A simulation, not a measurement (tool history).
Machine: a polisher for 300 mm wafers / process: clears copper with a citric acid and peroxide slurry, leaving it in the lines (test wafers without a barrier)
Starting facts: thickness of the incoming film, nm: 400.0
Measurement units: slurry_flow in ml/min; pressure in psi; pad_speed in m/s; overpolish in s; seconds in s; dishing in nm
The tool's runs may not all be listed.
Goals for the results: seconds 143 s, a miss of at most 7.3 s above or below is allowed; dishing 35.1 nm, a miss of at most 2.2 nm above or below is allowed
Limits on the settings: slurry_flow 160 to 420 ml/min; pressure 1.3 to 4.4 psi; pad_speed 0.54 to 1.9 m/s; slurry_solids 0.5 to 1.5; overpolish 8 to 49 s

Run 1, hour 0: slurry_flow 270 ml/min, pressure 2.8 psi, pad_speed 1.22 m/s, slurry_solids 1, overpolish 25 s. Result: seconds 226.73 s, dishing 41.241 nm.
Run 2, hour 3.4: slurry_flow 270 ml/min, pressure 3.1 psi, pad_speed 1.24 m/s, slurry_solids 1, overpolish 21 s. Result: seconds 200.74 s, dishing 39.61 nm.
Run 3, hour 4.2: slurry_flow 205 ml/min, pressure 3.1 psi, pad_speed 1.24 m/s, slurry_solids 1, overpolish 21 s. Result: seconds 205.82 s, dishing 38.894 nm.
Run 4, hour 8.3: slurry_flow 205 ml/min, pressure 3.1 psi, pad_speed 1.24 m/s, slurry_solids 1, overpolish 12 s. Result: seconds 209.71 s, dishing 24.451 nm.
Run 5, hour 14.7: slurry_flow 205 ml/min, pressure 3.1 psi, pad_speed 1.24 m/s, slurry_solids 1, overpolish 8 s. Result: seconds 203.47 s, dishing 16.469 nm.
Run 6, hour 18.5: slurry_flow 205 ml/min, pressure 3.1 psi, pad_speed 1.06 m/s, slurry_solids 1, overpolish 8 s. Result: seconds 231.88 s, dishing 14.221 nm.
Run 7, hour 24.1: slurry_flow 200 ml/min, pressure 3.3 psi, pad_speed 1.12 m/s, slurry_solids 1, overpolish 9 s. Result: seconds 217.72 s, dishing 17.92 nm.
Run 8, hour 24.8: slurry_flow 200 ml/min, pressure 3.6 psi, pad_speed 1.16 m/s, slurry_solids 1, overpolish 9 s. Result: seconds 188.8 s, dishing 20.2 nm.
Run 9, hour 33.5: slurry_flow 195 ml/min, pressure 3.8 psi, pad_speed 1.2 m/s, slurry_solids 1, overpolish 10 s. Result: seconds 171.7 s, dishing 22.911 nm.
Run 10, hour 37.9: slurry_flow 195 ml/min, pressure 4.4 psi, pad_speed 1.2 m/s, slurry_solids 1, overpolish 19 s. Result: seconds 153.91 s, dishing 47.948 nm.
Run 11, hour 38.6: slurry_flow 200 ml/min, pressure 4.2 psi, pad_speed 1.32 m/s, slurry_solids 1, overpolish 11 s. Result: seconds 144.43 s, dishing 29.521 nm.

Which one of the following 4 next-run settings gets every result inside its allowed miss? There is exactly one.
Run A, hour 39.3: slurry_flow 165 ml/min, pressure 4.4 psi, pad_speed 1.24 m/s, slurry_solids 1.15, overpolish 8 s. Result: seconds ?, dishing ?.
Run B, hour 39.3: slurry_flow 270 ml/min, pressure 4.4 psi, pad_speed 1.14 m/s, slurry_solids 1.3, overpolish 9 s. Result: seconds ?, dishing ?.
Run C, hour 39.3: slurry_flow 205 ml/min, pressure 4.2 psi, pad_speed 1.28 m/s, slurry_solids 1.2, overpolish 13 s. Result: seconds ?, dishing ?.
Run D, hour 39.3: slurry_flow 180 ml/min, pressure 4 psi, pad_speed 1.3 m/s, slurry_solids 1.05, overpolish 10 s. Result: seconds ?, dishing ?.

move  seconds  dishing
   A    145.3   23.019
   B   148.19   25.218
   C   143.66   36.184
   D   153.86   26.785
A: its largest miss is bigger than the last run's
B: its largest miss is bigger than the last run's
C: all results land within tolerance of their targets
D: its largest miss is bigger than the last run's
C meets every target.

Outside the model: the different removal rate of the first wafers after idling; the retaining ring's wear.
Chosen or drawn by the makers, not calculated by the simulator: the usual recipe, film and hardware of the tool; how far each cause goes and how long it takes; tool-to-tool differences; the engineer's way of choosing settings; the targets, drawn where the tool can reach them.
